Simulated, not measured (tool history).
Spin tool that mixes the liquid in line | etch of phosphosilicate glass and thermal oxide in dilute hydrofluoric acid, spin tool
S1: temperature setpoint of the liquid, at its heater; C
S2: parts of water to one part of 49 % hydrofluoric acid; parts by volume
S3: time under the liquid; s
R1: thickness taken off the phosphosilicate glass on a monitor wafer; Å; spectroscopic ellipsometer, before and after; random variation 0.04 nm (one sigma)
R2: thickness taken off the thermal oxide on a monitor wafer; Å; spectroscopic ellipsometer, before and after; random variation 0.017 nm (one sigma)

run	hour	S1	S2	S3	R1	R2
1	0.0	22.0	225	30	96.032	4.6982
2	3.0	21.5	230	30	91.653	4.8409
3	8.5	21.0	235	30	87.858	4.4105
4	11.6	21.0	280	30	70.602	3.4725
5	19.1	20.5	280	30	69.444	3.4196
6	20.7	20.0	280	30	68.206	3.7772

Run 7 comes next. What will it give?
7	27.0	20.0	285	30	?	?

Run 7 gave R1 66.540 Å, R2 3.1858 Å.

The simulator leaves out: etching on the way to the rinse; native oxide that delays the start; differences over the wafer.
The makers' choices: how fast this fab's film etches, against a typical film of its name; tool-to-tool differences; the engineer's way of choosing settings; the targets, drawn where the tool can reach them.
